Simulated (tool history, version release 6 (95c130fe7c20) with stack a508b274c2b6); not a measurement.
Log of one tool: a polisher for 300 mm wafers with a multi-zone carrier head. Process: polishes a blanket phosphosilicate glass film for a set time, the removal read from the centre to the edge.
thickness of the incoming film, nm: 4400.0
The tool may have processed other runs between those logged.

run,hour,flow of slurry (ml/min),pressure of the head's centre zone,pressure of the head's middle zone,pressure of the head's edge zone,abrasive content of the slurry,polishing time (s),film removed at the wafer's centre (angstrom),film removed at mid-radius (angstrom),film removed at the wafer's edge (angstrom)
1,0,305,1,1,1,1,89,6314.3,5845.8,5651.6
2,2.6,285,0.95,1.02,1.04,0.85,79,4960.3,4865.6,4868.3
3,6.8,285,0.95,1.02,0.99,0.85,79,4921.3,4932.8,4624.1
4,13,285,0.95,1.02,1.04,0.85,79,4900.7,5000.3,4755.1
5,17.6,220,0.95,1.02,1.04,0.85,79,4792.4,4803,4810.4
6,20.2,220,0.95,1.02,0.97,0.85,79,4818.6,4790.6,4563
7,21.3,210,0.91,1.03,1,0.75,72,3930,4253.9,4009.6
8,29.3,205,0.88,1.02,1.02,0.7,69,3610,3824.9,3802.4
9,34.1,205,0.88,1.02,1.02,0.7,69,3547.9,3829.7,3721.4

Expected results for the next run?
10,38.6,200,0.86,1.03,1.05,0.65,66,?,?,?

Run 10 measured film removed at the wafer's centre (angstrom) 3200.3, film removed at mid-radius (angstrom) 3564.4, film removed at the wafer's edge (angstrom) 3513.2.

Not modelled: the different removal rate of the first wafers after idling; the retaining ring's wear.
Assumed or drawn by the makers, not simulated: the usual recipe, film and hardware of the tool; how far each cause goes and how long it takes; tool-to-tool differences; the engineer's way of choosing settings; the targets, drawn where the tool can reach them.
